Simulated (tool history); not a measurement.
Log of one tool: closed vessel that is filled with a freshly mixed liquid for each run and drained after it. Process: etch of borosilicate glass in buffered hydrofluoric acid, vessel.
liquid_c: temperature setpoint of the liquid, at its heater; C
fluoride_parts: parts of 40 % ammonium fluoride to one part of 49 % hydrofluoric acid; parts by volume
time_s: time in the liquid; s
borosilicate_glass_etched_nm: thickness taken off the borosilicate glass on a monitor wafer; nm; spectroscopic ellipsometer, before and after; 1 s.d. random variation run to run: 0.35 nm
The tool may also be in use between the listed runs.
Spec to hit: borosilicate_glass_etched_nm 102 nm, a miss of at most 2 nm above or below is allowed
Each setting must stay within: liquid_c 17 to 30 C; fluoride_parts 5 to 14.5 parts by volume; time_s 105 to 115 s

| run | hour | liquid_c | fluoride_parts | time_s | borosilicate_glass_etched_nm |
|---|---|---|---|---|---|
| 1 | 0 | 22 | 9 | 105 | 125.27 |
| 2 | 3.6 | 22 | 9 | 115 | 137.57 |
| 3 | 9.9 | 21 | 9 | 115 | 130.11 |
| 4 | 17.3 | 20.5 | 9 | 115 | 126.24 |
| 5 | 22.5 | 20 | 9 | 115 | 122.15 |
| 6 | 30.9 | 20 | 9 | 105 | 112.36 |
| 7 | 34.2 | 19.5 | 9 | 105 | 109.42 |
| 8 | 41.7 | 19 | 9 | 105 | 106.16 |

5 next moves are on the table. One of them brings every result within its allowed miss. Which?
| A | 49.2 | 17 | 8.5 | 105 | ? |
| B | 49.2 | 20 | 9 | 105 | ? |
| C | 49.2 | 17.5 | 9 | 105 | ? |
| D | 49.2 | 21 | 11.5 | 105 | ? |
| E | 49.2 | 20.5 | 11 | 105 | ? |

| move | borosilicate_glass_etched_nm |
|---|---|
| A | 101.65 |
| B | 112.58 |
| C | 98.101 |
| D | 96.746 |
| E | 98.371 |
A: meets every target
B: moves away from the targets compared with the last run
C: takes the biggest miss from the last run beyond its target
D: takes the biggest miss from the last run beyond its target
E: takes the biggest miss from the last run beyond its target
So the answer is move A, the one that meets all the targets.
